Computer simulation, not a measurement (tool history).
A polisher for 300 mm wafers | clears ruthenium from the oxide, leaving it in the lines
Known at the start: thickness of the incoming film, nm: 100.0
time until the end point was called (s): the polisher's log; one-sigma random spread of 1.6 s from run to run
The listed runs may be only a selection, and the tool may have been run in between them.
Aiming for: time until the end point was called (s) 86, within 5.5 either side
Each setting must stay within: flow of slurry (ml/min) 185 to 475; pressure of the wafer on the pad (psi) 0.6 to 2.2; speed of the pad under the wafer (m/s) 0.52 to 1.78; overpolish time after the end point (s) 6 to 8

run  hour  flow of slurry (ml/min)  pressure of the wafer on the pad (psi)  speed of the pad under the wafer (m/s)  overpolish time after the end point (s)  time until the end point was called (s)
  1     0                      305                                     1.4                                    1.14                                        8                                   105.73
  2   8.7                      305                                     1.4                                    0.98                                        8                                   115.88
  3   9.2                      305                                     1.5                                       1                                        8                                   114.93
  4  16.4                      305                                     1.5                                       1                                        6                                   113.21
     17.6  -- head pressure recalibrated
  5  17.6                      305                                     1.3                                       1                                        6                                   127.07
  6  18.4                      305                                     1.3                                       1                                        8                                   131.05
  7  26.7                      305                                     1.4                                    1.02                                        8                                   122.12
  8  28.4                      305                                     1.5                                    1.04                                        8                                   113.85

Of the 4 settings listed for the next run, only one would bring every result within its allowed miss of target. Which one?
  A  30.1                      335                                     1.3                                    0.64                                        8                                        ?
  B  30.1                      330                                     1.7                                    1.38                                        6                                        ?
  C  30.1                      295                                     1.7                                    1.68                                        6                                        ?
  D  30.1                      315                                     1.6                                    0.92                                        8                                        ?

move  time until the end point was called (s)
   A                                   168.79
   B                                   87.851
   C                                   76.915
   D                                    120.4
A: the biggest miss grows against the last run
B: meets every target
C: takes the result that was furthest off past its target
D: the biggest miss grows against the last run
Answer: B
